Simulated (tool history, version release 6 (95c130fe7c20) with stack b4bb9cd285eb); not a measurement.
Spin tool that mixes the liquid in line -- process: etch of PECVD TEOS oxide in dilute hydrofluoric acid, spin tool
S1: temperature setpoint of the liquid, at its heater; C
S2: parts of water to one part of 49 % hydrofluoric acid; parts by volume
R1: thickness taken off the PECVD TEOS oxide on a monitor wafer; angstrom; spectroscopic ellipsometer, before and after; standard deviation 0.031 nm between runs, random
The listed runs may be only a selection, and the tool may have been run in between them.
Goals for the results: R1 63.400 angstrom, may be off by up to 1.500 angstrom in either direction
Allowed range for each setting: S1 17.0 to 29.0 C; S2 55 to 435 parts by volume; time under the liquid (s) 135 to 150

Run 1, day 0.000: S1 21.0 C, S2 245 parts by volume, time under the liquid (s) 135. Result: R1 79.028 angstrom.
Run 2, day 0.025: S1 19.5 C, S2 250 parts by volume, time under the liquid (s) 135. Result: R1 72.696 angstrom.
Run 3, day 0.171: S1 19.5 C, S2 310 parts by volume, time under the liquid (s) 135. Result: R1 55.197 angstrom.
Run 4, day 0.254: S1 18.0 C, S2 310 parts by volume, time under the liquid (s) 135. Result: R1 52.597 angstrom.
Run 5, day 0.279: S1 17.0 C, S2 310 parts by volume, time under the liquid (s) 135. Result: R1 50.748 angstrom.
Run 6, day 0.571: S1 17.0 C, S2 310 parts by volume, time under the liquid (s) 135. Result: R1 50.568 angstrom.
Run 7, day 0.933: S1 19.0 C, S2 310 parts by volume, time under the liquid (s) 135. Result: R1 54.464 angstrom.
Run 8, day 1.108: S1 20.5 C, S2 310 parts by volume, time under the liquid (s) 135. Result: R1 57.431 angstrom.
Run 9, day 1.471: S1 21.5 C, S2 310 parts by volume, time under the liquid (s) 135. Result: R1 59.481 angstrom.
Run 10, day 1.758: S1 22.0 C, S2 310 parts by volume, time under the liquid (s) 135. Result: R1 61.184 angstrom.

5 next moves are on the table. One of them brings every result within its allowed miss. Which?
Run A, day 2.046: S1 25.5 C, S2 310 parts by volume, time under the liquid (s) 135. Result: R1 ?.
Run B, day 2.046: S1 24.0 C, S2 345 parts by volume, time under the liquid (s) 150. Result: R1 ?.
Run C, day 2.046: S1 22.0 C, S2 320 parts by volume, time under the liquid (s) 140. Result: R1 ?.
Run D, day 2.046: S1 21.5 C, S2 320 parts by volume, time under the liquid (s) 140. Result: R1 ?.
Run E, day 2.046: S1 22.5 C, S2 315 parts by volume, time under the liquid (s) 150. Result: R1 ?.

move      R1
   A  68.572
   B  62.912
   C  60.464
   D  59.406
   E  67.289
A: takes the biggest miss from the last run beyond its target
B: all results in spec
C: further off than the last run
D: further off than the last run
E: takes the biggest miss from the last run beyond its target
So the answer is move B, the one that meets all the targets.
